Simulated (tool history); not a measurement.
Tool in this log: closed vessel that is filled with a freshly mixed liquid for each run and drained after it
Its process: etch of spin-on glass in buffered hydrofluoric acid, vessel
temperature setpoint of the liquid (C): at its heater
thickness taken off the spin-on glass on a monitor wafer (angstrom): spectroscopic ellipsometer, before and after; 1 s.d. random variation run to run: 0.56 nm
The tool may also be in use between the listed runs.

run	day	temperature setpoint of the liquid (C)	parts of 40 % ammonium fluoride to one part of 49 % hydrofluoric acid (parts by volume)	time in the liquid (s)	thickness taken off the spin-on glass on a monitor wafer (angstrom)
1	0.000	22.0	19.5	90	1348.5
2	0.292	23.0	19.5	90	1415.8
3	0.379	23.0	22.0	90	1261.3
4	0.712	25.5	22.0	90	1439.7
5	0.988	26.0	22.0	90	1486.2
6	1.200	26.0	26.0	90	1318.2
7	1.546	26.5	25.5	90	1370.1

Estimate the outcome of run 8 from the log above:
# day 1.596: hydrofluoric acid flow meter replaced
8	1.596	30.0	22.5	90	?

{"run 8": {"thickness taken off the spin-on glass on a monitor wafer (angstrom)": 1675.4}}
